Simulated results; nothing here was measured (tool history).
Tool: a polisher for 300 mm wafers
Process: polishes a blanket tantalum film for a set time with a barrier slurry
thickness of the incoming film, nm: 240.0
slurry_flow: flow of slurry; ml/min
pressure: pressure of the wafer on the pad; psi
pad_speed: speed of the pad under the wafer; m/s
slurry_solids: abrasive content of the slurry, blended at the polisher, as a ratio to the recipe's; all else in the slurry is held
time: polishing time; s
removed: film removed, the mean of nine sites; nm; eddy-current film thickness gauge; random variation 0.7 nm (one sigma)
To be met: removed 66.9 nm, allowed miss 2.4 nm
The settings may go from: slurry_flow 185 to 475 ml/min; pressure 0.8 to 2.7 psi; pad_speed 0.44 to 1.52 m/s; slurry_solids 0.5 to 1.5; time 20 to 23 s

| run | day | slurry_flow | pressure | pad_speed | slurry_solids | time | removed |
|---|---|---|---|---|---|---|---|
| 1 | 0 | 305 | 1.7 | 0.98 | 1 | 23 | 37.471 |
| 2 | 0.029 | 305 | 1.8 | 0.98 | 1 | 23 | 39.964 |
| 3 | 0.188 | 305 | 1.8 | 0.98 | 0.9 | 23 | 38.18 |
| 4 | 0.438 | 305 | 1.9 | 0.98 | 0.9 | 23 | 39.848 |
| 5 | 0.517 | 305 | 2 | 1 | 0.9 | 23 | 43.286 |
| 6 | 0.783 | 305 | 2.1 | 1 | 0.9 | 23 | 45.859 |
| 7 | 0.954 | 305 | 2.2 | 1 | 0.9 | 23 | 47.028 |
| 8 | 1.025 | 305 | 2.3 | 1.02 | 0.9 | 23 | 49.808 |
| 9 | 1.375 | 305 | 2.3 | 1.02 | 0.9 | 23 | 50.122 |
| 10 | 1.567 | 305 | 2.3 | 1.04 | 0.9 | 23 | 52.483 |
| 11 | 1.721 | 305 | 2.5 | 1.06 | 0.9 | 23 | 55.887 |
| 12 | 1.967 | 305 | 2.5 | 1.08 | 0.9 | 23 | 56.562 |
| 13 | 2.183 | 305 | 2.5 | 1.1 | 0.9 | 23 | 58.803 |
| 14 | 2.442 | 305 | 2.6 | 1.12 | 0.9 | 23 | 62.882 |
| 15 | 2.692 | 305 | 2.7 | 1.12 | 0.9 | 23 | 64.983 |

5 next moves are on the table. One of them brings every result within its allowed miss. Which?
| A | 2.942 | 265 | 2.7 | 1.18 | 0.85 | 22 | ? |
| B | 2.942 | 475 | 2.7 | 1.02 | 0.95 | 23 | ? |
| C | 2.942 | 325 | 2.5 | 1.38 | 0.85 | 23 | ? |
| D | 2.942 | 330 | 2.6 | 1.38 | 0.65 | 23 | ? |
| E | 2.942 | 280 | 2.7 | 1.22 | 0.95 | 20 | ? |

| move | removed |
|---|---|
| A | 62.632 |
| B | 61.965 |
| C | 72.371 |
| D | 67.546 |
| E | 61.471 |
A: further off than the last run
B: further off than the last run
C: takes the result that was furthest off past its target
D: meets every target
E: further off than the last run
Answer: D
